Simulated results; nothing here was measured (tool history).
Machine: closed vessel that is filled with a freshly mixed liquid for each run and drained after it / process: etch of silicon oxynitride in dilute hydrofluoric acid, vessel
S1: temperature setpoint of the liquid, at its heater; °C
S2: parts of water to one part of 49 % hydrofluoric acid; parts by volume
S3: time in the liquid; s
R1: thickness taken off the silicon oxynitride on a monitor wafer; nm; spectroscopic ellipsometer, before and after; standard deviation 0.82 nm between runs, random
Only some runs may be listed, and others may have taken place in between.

{"run": 1, "hour": 0.0, "S1": 23.0, "S2": 170, "S3": 2935, "R1": 76.95}
{"run": 2, "hour": 2.0, "S1": 23.0, "S2": 195, "S3": 2935, "R1": 66.017}
{"run": 3, "hour": 10.7, "S1": 23.0, "S2": 195, "S3": 3145, "R1": 70.817}
{"run": 4, "hour": 19.3, "S1": 23.0, "S2": 245, "S3": 3145, "R1": 54.589}
{"run": 5, "hour": 28.2, "S1": 25.0, "S2": 225, "S3": 3145, "R1": 65.404}
{"run": 6, "hour": 30.0, "S1": 26.5, "S2": 225, "S3": 3145, "R1": 70.141}
{"run": 7, "hour": 38.7, "S1": 27.5, "S2": 210, "S3": 3145, "R1": 79.3}
{"run": 8, "hour": 46.7, "S1": 28.5, "S2": 200, "S3": 3145, "R1": 88.336}
{"run": 9, "hour": 53.5, "S1": 29.0, "S2": 190, "S3": 3145, "R1": 94.728}

Predict the results of run 10:
{"run": 10, "hour": 57.9, "S1": 31.0, "S2": 160, "S3": 3145, "R1": "?"}

R1: 125.690 nm
